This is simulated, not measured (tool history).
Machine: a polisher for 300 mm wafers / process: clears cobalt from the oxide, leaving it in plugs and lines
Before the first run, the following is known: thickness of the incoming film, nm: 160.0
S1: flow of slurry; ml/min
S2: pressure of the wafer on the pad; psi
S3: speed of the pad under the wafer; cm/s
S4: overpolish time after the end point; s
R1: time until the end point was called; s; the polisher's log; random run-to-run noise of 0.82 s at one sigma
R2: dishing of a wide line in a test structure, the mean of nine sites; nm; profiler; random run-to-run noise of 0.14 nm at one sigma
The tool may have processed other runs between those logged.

run,hour,S1,S2,S3,S4,R1,R2
1,0.0,270,1.4,110,13,42.998,38.086
2,4.7,320,1.4,110,13,42.178,37.152
3,11.6,355,1.4,110,13,40.452,38.629
4,19.9,365,1.3,106,12,46.167,32.588
5,26.4,365,1.3,106,8,46.143,23.595
6,29.0,375,1.2,106,7,49.131,19.284
7,34.0,380,1.1,108,7,52.091,18.720
8,38.0,385,1.0,108,7,55.789,17.078
9,41.6,390,0.9,110,7,61.564,16.486
10,45.5,395,0.9,108,7,63.330,15.749
11,54.3,400,0.9,110,7,62.994,16.048
12,55.3,400,0.9,110,7,63.047,15.641
13,60.0,400,0.9,110,7,62.571,15.936
14,68.4,405,0.9,112,7,61.152,15.942
15,72.4,405,0.9,114,7,59.890,17.050
16,78.6,370,1.0,106,7,59.104,17.163
17,83.3,380,0.9,108,7,63.608,15.771
18,88.1,385,0.9,108,7,62.771,15.840
19,95.4,390,0.9,106,7,65.187,15.374
20,103.4,395,0.9,104,7,66.881,15.117
21,106.8,400,0.9,106,7,64.580,15.861

What will run 22 give?
22,114.0,360,0.9,110,7,?,?

Run 22 produced R1 62.040 s, R2 15.725 nm.
